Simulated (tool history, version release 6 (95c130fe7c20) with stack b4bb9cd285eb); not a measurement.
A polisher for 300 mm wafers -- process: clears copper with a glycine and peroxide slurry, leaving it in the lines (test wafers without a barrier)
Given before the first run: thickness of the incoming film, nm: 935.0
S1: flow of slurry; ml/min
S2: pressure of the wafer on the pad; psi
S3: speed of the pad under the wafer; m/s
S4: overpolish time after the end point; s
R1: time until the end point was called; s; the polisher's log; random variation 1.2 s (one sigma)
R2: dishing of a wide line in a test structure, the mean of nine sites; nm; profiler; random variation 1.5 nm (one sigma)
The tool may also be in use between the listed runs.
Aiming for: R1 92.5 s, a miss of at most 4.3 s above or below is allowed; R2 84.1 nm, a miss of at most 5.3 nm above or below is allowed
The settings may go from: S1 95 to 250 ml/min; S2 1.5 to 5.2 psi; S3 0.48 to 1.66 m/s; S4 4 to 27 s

run,day,S1,S2,S3,S4,R1,R2
1,0,160,3.3,1.06,14,128.28,63.223
2,0.296,165,3.6,1.06,14,124.16,69.031
3,0.517,165,4,1.08,13,107.71,70.387
4,0.638,165,4.2,1.08,13,103,73.251
5,0.9,165,4.2,1.34,13,84.837,85.873
6,1.2,165,4.2,1.34,17,86.091,100.69
7,1.425,165,4.1,1.34,16,87.269,95.518
8,1.554,165,4,1.34,15,91.708,92.246

Pick the move, out of 4, that brings all results within their allowed miss; only one does.
A,1.683,175,4,1.28,17,?,?
B,1.683,155,3.8,1.36,14,?,?
C,1.683,170,3.7,1.2,19,?,?
D,1.683,175,4.5,1.28,10,?,?

move,R1,R2
A,93.351,100
B,94.449,85.89
C,106.45,98.063
D,83.946,73.682
A: moves away from the targets compared with the last run
B: meets every target
C: moves away from the targets compared with the last run
D: takes the result that was furthest off past its target
Go with B: it meets all targets.
